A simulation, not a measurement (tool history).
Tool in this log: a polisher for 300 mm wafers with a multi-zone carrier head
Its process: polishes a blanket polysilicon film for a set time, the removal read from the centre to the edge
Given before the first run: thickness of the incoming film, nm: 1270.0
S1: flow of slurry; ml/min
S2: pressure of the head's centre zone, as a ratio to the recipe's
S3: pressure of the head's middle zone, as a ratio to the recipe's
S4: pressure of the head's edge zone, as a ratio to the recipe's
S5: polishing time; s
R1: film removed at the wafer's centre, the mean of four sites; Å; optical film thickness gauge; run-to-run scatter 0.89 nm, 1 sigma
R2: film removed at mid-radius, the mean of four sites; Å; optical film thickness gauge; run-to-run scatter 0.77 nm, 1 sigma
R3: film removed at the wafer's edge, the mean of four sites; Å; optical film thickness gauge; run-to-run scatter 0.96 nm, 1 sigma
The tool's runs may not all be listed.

run 1 hour=0 | S1=270 S2=1 S3=1 S4=1 S5=32 | R1=1306.6 R2=1272.1 R3=1288.9
run 2 hour=5.9 | S1=270 S2=1.06 S3=1 S4=1 S5=32 | R1=1367.1 R2=1247.5 R3=1299.3
run 3 hour=14.2 | S1=270 S2=1.06 S3=1 S4=0.95 S5=32 | R1=1371.3 R2=1264.9 R3=1247.4
run 4 hour=16.6 | S1=310 S2=1.06 S3=1 S4=0.95 S5=32 | R1=1362.2 R2=1279 R3=1294.6
run 5 hour=18.6 | S1=310 S2=1.06 S3=1 S4=0.95 S5=35 | R1=1513.2 R2=1382.3 R3=1371.8
run 6 hour=22.4 | S1=310 S2=1.06 S3=1 S4=0.95 S5=28 | R1=1211.7 R2=1124.3 R3=1109

What does the tool deliver on the next run?
run 7 hour=23.4 | S1=310 S2=1.06 S3=1 S4=0.95 S5=28 | R1=? R2=? R3=?

{"run 7": {"R1": 1200.4, "R2": 1098.8, "R3": 1122.4}}
